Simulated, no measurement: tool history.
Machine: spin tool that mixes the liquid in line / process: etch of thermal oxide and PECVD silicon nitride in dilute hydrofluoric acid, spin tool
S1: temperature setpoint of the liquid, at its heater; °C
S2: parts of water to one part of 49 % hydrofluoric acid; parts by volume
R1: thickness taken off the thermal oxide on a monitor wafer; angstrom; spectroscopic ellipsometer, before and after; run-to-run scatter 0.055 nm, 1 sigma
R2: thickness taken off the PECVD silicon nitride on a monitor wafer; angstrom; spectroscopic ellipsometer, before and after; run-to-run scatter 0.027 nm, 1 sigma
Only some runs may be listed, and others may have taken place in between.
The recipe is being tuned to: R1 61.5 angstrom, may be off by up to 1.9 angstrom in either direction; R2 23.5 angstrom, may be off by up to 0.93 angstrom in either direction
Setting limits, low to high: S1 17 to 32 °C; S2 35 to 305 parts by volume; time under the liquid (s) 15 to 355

run 1 hour=0 | S1=24 S2=170 time_under_the_liquid_(s)=180 | R1=48.265 R2=18.599
run 2 hour=3.2 | S1=24 S2=115 time_under_the_liquid_(s)=180 | R1=77.3 R2=27.419
run 3 hour=8 | S1=21 S2=115 time_under_the_liquid_(s)=180 | R1=68.652 R2=22.028
run 4 hour=9.8 | S1=24 S2=115 time_under_the_liquid_(s)=180 | R1=76.998 R2=27.316
run 5 hour=10.3 | S1=22.5 S2=115 time_under_the_liquid_(s)=180 | R1=72.107 R2=24.129
run 6 hour=14.3 | S1=22.5 S2=170 time_under_the_liquid_(s)=180 | R1=45.693 R2=16.893
run 7 hour=17.2 | S1=23 S2=165 time_under_the_liquid_(s)=180 | R1=48.452 R2=18.095
run 8 hour=21.4 | S1=23.5 S2=160 time_under_the_liquid_(s)=180 | R1=51.578 R2=19.336
run 9 hour=29.2 | S1=24 S2=155 time_under_the_liquid_(s)=180 | R1=54.675 R2=20.273
run 10 hour=37.8 | S1=24.5 S2=155 time_under_the_liquid_(s)=180 | R1=55.864 R2=20.749
run 11 hour=43.6 | S1=25 S2=155 time_under_the_liquid_(s)=180 | R1=56.732 R2=21.496

Exactly one of the 5 candidate moves below puts every result within its allowed miss. Which one?
run A hour=49.4 | S1=25 S2=155 time_under_the_liquid_(s)=195 | R1=? R2=?
run B hour=49.4 | S1=28 S2=195 time_under_the_liquid_(s)=220 | R1=? R2=?
run C hour=49.4 | S1=31.5 S2=205 time_under_the_liquid_(s)=185 | R1=? R2=?
run D hour=49.4 | S1=29.5 S2=235 time_under_the_liquid_(s)=240 | R1=? R2=?
run E hour=49.4 | S1=25 S2=145 time_under_the_liquid_(s)=150 | R1=? R2=?

move=A R1=60.076 R2=23.598
move=B R1=57.372 R2=25.516
move=C R1=51.181 R2=25.152
move=D R1=52.197 R2=25.208
move=E R1=49.98 R2=19.396
A: in spec on every target
B: gains on the last run, yet a result remains outside its allowed miss
C: further off than the last run
D: further off than the last run
E: further off than the last run
A meets every target.
